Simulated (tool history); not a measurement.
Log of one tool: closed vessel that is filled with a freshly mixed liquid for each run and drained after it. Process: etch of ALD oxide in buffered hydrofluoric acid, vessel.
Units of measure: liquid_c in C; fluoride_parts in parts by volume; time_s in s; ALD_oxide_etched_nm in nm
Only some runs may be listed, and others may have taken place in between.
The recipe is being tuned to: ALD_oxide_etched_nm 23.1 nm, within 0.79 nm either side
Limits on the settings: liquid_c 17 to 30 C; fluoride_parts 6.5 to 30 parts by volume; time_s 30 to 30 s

| run | day | liquid_c | fluoride_parts | time_s | ALD_oxide_etched_nm |
|---|---|---|---|---|---|
| 1 | 0 | 22 | 19.5 | 30 | 14.75 |
| 2 | 0.158 | 19.5 | 19.5 | 30 | 12.826 |
| 3 | 0.425 | 19.5 | 17.5 | 30 | 14.13 |
| 4 | 0.558 | 19.5 | 12 | 30 | 20.26 |
| 5 | 0.708 | 20 | 12 | 30 | 20.935 |
| 6 | 1.012 | 20 | 12 | 30 | 21.385 |
| 7 | 1.208 | 20.5 | 12 | 30 | 21.598 |
| 8 | 1.246 | 21 | 12 | 30 | 22.203 |

Which single option among these 5 for the next run brings every result within its allowed miss of target? Just one does.
| A | 1.283 | 21 | 12.5 | 30 | ? |
| B | 1.283 | 21.5 | 12 | 30 | ? |
| C | 1.283 | 24 | 14.5 | 30 | ? |
| D | 1.283 | 22.5 | 14 | 30 | ? |
| E | 1.283 | 17 | 10 | 30 | ? |

| move | ALD_oxide_etched_nm |
|---|---|
| A | 21.625 |
| B | 23.142 |
| C | 22.055 |
| D | 21.025 |
| E | 21.466 |
A: the biggest miss grows against the last run
B: every result within its allowed miss
C: the biggest miss grows against the last run
D: the biggest miss grows against the last run
E: the biggest miss grows against the last run
Go with B: it meets all targets.
